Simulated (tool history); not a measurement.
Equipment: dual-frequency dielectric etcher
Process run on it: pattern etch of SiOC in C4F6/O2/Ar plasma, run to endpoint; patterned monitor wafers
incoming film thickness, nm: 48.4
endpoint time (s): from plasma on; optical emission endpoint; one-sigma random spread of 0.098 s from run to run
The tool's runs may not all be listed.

| run | hour | bias power (kW) | source power (kW) | endpoint time (s) |
|---|---|---|---|---|
| 1 | 0 | 0.627 | 0.29 | 17.305 |
| 2 | 5 | 0.581 | 0.29 | 17.811 |
| 3 | 11.3 | 0.581 | 0.33 | 17.257 |
| 4 | 19.6 | 0.533 | 0.33 | 18.048 |
| 5 | 20.3 | 0.571 | 0.33 | 17.358 |
| 6 | 21.1 | 0.533 | 0.33 | 17.951 |

What does the tool deliver on the next run?
| 7 | 24.4 | 0.508 | 0.33 | ? |

Run 7 came out at endpoint time (s) 18.491.
